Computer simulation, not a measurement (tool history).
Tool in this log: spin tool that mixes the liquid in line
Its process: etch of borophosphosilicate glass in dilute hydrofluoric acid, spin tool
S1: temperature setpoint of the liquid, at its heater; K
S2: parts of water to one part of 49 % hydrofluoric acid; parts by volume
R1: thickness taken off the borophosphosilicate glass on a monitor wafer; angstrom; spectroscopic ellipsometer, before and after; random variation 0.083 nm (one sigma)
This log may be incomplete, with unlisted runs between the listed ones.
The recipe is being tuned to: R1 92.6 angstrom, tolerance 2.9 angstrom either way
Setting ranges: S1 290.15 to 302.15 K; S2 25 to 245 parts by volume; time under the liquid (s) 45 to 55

Run 1, hour 0: S1 294.15 K, S2 135 parts by volume, time under the liquid (s) 55. Result: R1 117.47 angstrom.
Run 2, hour 2.8: S1 293.65 K, S2 135 parts by volume, time under the liquid (s) 55. Result: R1 117.84 angstrom.
Run 3, hour 3.3: S1 291.15 K, S2 135 parts by volume, time under the liquid (s) 55. Result: R1 103.56 angstrom.
Run 4, hour 9.8: S1 290.65 K, S2 140 parts by volume, time under the liquid (s) 55. Result: R1 98.101 angstrom.
At hour 12.6: thermometer replaced.
Run 5, hour 12.6: S1 290.65 K, S2 165 parts by volume, time under the liquid (s) 55. Result: R1 88.87 angstrom.
Run 6, hour 19.1: S1 290.65 K, S2 165 parts by volume, time under the liquid (s) 55. Result: R1 87.646 angstrom.
Run 7, hour 21.2: S1 290.65 K, S2 165 parts by volume, time under the liquid (s) 55. Result: R1 88.819 angstrom.
Run 8, hour 25.3: S1 291.15 K, S2 165 parts by volume, time under the liquid (s) 55. Result: R1 88.605 angstrom.

Which of these 4 next moves meets every target?
Run A, hour 29.4: S1 292.65 K, S2 170 parts by volume, time under the liquid (s) 55. Result: R1 ?.
Run B, hour 29.4: S1 291.65 K, S2 180 parts by volume, time under the liquid (s) 55. Result: R1 ?.
Run C, hour 29.4: S1 291.15 K, S2 180 parts by volume, time under the liquid (s) 55. Result: R1 ?.
Run D, hour 29.4: S1 290.15 K, S2 170 parts by volume, time under the liquid (s) 55. Result: R1 ?.

move      R1
   A  92.771
   B  83.389
   C  81.746
   D  83.937
A: all results in spec
B: lands further from the targets than the last run did
C: lands further from the targets than the last run did
D: lands further from the targets than the last run did
So the answer is move A, the one that meets all the targets.

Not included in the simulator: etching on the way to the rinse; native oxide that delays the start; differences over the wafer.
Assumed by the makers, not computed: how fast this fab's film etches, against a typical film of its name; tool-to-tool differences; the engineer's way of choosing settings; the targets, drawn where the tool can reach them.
